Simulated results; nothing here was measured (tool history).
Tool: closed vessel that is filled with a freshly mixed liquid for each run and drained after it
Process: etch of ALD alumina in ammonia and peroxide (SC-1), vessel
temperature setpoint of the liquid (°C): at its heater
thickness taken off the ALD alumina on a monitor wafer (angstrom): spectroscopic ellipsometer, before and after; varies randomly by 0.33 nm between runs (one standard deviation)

run	day	temperature setpoint of the liquid (°C)	parts of 29 % ammonia solution to one part of 30 % peroxide (parts by volume)	time in the liquid (s)	thickness taken off the ALD alumina on a monitor wafer (angstrom)
1	0	56	0.4	270	209.18
2	0.171	56	0.4	295	228.76
3	0.533	56	0.4	295	229.47
4	0.717	56	0.4	295	230.37
5	0.804	57	0.4	295	241.63
6	0.933	57	0.4	295	239.71
7	1.004	58	0.4	295	253.12
8	1.258	58.5	0.4	295	261.82
9	1.479	59	0.4	295	263.46
10	1.521	59.5	0.4	295	275.78
11	1.696	60	0.4	295	281.08
12	1.846	60.5	0.4	295	289.5

Estimate the outcome of run 13 from the log above:
13	2.117	61	0.4	295	?

Logged for run 13: thickness taken off the ALD alumina on a monitor wafer (angstrom) 297.79.
